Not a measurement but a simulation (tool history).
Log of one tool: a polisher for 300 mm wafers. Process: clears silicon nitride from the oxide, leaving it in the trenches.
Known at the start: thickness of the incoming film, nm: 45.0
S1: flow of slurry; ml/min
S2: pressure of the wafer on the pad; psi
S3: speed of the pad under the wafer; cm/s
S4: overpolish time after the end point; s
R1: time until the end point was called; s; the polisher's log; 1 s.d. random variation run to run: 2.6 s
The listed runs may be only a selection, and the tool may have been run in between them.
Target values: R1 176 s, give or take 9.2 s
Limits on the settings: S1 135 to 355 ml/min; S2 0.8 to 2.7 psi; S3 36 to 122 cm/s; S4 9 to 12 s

run 1 hour=0 | S1=225 S2=1.7 S3=78 S4=12 | R1=112.02
run 2 hour=4.1 | S1=225 S2=1.5 S3=78 S4=12 | R1=123.52
run 3 hour=12.8 | S1=225 S2=1.5 S3=96 S4=12 | R1=101.16
run 4 hour=19.5 | S1=225 S2=1.5 S3=108 S4=12 | R1=88.869
run 5 hour=28.4 | S1=225 S2=1.9 S3=108 S4=12 | R1=77.763
run 6 hour=32.7 | S1=225 S2=2 S3=108 S4=12 | R1=75.36
run 7 hour=40.1 | S1=220 S2=1.7 S3=96 S4=12 | R1=91.776
run 8 hour=47.8 | S1=230 S2=1.4 S3=88 S4=12 | R1=113.52
run 9 hour=50.7 | S1=230 S2=1.2 S3=82 S4=12 | R1=132.8
run 10 hour=59.5 | S1=230 S2=1.1 S3=78 S4=12 | R1=146.26

Next run, 5 choices. One meets every target within its allowed miss, the rest don't. Which?
run A hour=68.3 | S1=195 S2=1 S3=66 S4=9 | R1=?
run B hour=68.3 | S1=285 S2=1.5 S3=72 S4=9 | R1=?
run C hour=68.3 | S1=185 S2=1.1 S3=54 S4=12 | R1=?
run D hour=68.3 | S1=255 S2=0.9 S3=80 S4=12 | R1=?
run E hour=68.3 | S1=240 S2=1.3 S3=84 S4=12 | R1=?

move=A R1=173.03
move=B R1=124.84
move=C R1=198.71
move=D R1=149.05
move=E R1=118.99
A: every result lands within tolerance
B: misses by more than the last run did
C: moves the result that the last run missed by most past its target, out the other side
D: moves toward the targets from the last run without getting all of them in spec
E: misses by more than the last run did
Move A is the one to make.

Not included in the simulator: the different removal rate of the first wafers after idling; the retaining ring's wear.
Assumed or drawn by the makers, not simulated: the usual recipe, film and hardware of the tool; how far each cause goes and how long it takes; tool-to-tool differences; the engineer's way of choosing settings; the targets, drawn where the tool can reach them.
